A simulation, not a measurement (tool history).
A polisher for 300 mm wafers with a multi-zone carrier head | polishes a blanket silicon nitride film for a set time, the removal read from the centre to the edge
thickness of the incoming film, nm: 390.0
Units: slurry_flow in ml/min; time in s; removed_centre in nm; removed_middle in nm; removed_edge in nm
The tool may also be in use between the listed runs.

run 1 hour=0.0 | slurry_flow=235 centre_zone=1.00 middle_zone=1.00 edge_zone=1.00 time=49 | removed_centre=99.378 removed_middle=100.100 removed_edge=99.366
run 2 hour=4.9 | slurry_flow=235 centre_zone=0.96 middle_zone=1.00 edge_zone=1.00 time=49 | removed_centre=96.615 removed_middle=100.120 removed_edge=97.047
run 3 hour=5.8 | slurry_flow=235 centre_zone=0.96 middle_zone=0.94 edge_zone=1.00 time=49 | removed_centre=95.724 removed_middle=95.474 removed_edge=99.436
run 4 hour=9.1 | slurry_flow=225 centre_zone=0.93 middle_zone=0.91 edge_zone=0.96 time=45 | removed_centre=84.223 removed_middle=85.992 removed_edge=88.887
run 5 hour=15.2 | slurry_flow=225 centre_zone=0.93 middle_zone=0.91 edge_zone=0.88 time=45 | removed_centre=83.289 removed_middle=85.972 removed_edge=86.340
run 6 hour=23.8 | slurry_flow=215 centre_zone=0.92 middle_zone=0.89 edge_zone=0.86 time=42 | removed_centre=76.710 removed_middle=77.444 removed_edge=81.091
run 7 hour=28.2 | slurry_flow=220 centre_zone=0.92 middle_zone=0.89 edge_zone=0.85 time=40 | removed_centre=73.812 removed_middle=74.918 removed_edge=75.162
run 8 hour=32.6 | slurry_flow=220 centre_zone=0.91 middle_zone=0.87 edge_zone=0.85 time=39 | removed_centre=70.897 removed_middle=70.969 removed_edge=74.227
run 9 hour=39.0 | slurry_flow=225 centre_zone=0.90 middle_zone=0.87 edge_zone=0.84 time=38 | removed_centre=68.171 removed_middle=69.954 removed_edge=70.659
run 10 hour=46.1 | slurry_flow=225 centre_zone=0.89 middle_zone=0.86 edge_zone=0.84 time=38 | removed_centre=67.694 removed_middle=68.305 removed_edge=71.528

The next listed run, before its measurement:
run 11 hour=55.1 | slurry_flow=230 centre_zone=0.89 middle_zone=0.86 edge_zone=0.83 time=38 | removed_centre=? removed_middle=? removed_edge=?

{"run 11": {"removed_centre": 68.671, "removed_middle": 69.092, "removed_edge": 71.801}}
